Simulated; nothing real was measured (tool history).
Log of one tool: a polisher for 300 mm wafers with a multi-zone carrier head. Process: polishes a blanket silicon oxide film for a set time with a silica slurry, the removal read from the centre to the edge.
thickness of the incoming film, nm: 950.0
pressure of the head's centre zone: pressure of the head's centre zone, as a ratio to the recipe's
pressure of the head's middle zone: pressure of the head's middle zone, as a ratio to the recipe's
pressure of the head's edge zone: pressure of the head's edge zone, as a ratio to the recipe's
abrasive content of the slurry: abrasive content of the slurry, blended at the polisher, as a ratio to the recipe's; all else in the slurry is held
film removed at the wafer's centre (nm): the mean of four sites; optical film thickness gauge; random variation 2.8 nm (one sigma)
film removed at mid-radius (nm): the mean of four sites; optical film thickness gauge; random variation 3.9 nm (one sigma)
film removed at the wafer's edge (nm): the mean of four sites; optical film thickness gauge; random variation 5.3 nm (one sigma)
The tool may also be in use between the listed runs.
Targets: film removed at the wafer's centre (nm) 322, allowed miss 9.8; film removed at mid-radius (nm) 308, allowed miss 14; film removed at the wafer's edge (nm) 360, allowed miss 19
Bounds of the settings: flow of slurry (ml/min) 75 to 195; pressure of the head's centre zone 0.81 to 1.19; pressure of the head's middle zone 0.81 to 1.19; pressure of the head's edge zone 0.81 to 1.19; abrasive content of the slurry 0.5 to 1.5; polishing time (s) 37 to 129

run,hour,flow of slurry (ml/min),pressure of the head's centre zone,pressure of the head's middle zone,pressure of the head's edge zone,abrasive content of the slurry,polishing time (s),film removed at the wafer's centre (nm),film removed at mid-radius (nm),film removed at the wafer's edge (nm)
1,0,125,1,1,1,1,83,243.78,243.65,242.89
2,3.2,125,1,1,0.96,1,83,241.95,245.65,230.63
3,7.7,130,1,1,1,1.05,83,248.3,251.73,250.17
4,9.4,130,1,1.04,1,1.05,83,253.15,261.6,247.68
5,10.3,135,1.01,1.04,1.03,1.1,83,256.17,270.52,256.59
6,16.8,135,0.94,1.04,1.03,1.1,83,244.5,267.35,261.39
7,18.5,140,0.96,1.02,1.05,1.15,83,253.1,273.82,267.95
8,23,140,0.97,0.99,1.07,1.2,85,264.91,274.21,284.49
9,26.2,170,1,0.95,1.17,1.45,86,310.98,304.3,330.61
10,31,170,0.99,0.94,1.17,1.45,87,310.41,300.32,336.81

5 next moves are on the table. One of them brings every result within its allowed miss. Which?
A,35.8,195,1.11,1.06,1.05,1.5,85,?,?,?
B,35.8,125,0.97,0.98,1.19,1.45,88,?,?,?
C,35.8,165,1.02,0.85,1.19,1.5,88,?,?,?
D,35.8,165,0.93,0.86,1.1,1.5,95,?,?,?
E,35.8,180,1.1,1.08,0.98,1.4,89,?,?,?

move,film removed at the wafer's centre (nm),film removed at mid-radius (nm),film removed at the wafer's edge (nm)
A,348.61,337.45,311.58
B,286.21,296.68,319.32
C,323.64,283.87,337.75
D,321.65,309.5,350.09
E,348.37,345.83,304.9
A: further off than the last run
B: further off than the last run
C: further off than the last run
D: meets every target
E: further off than the last run
The right move is D.
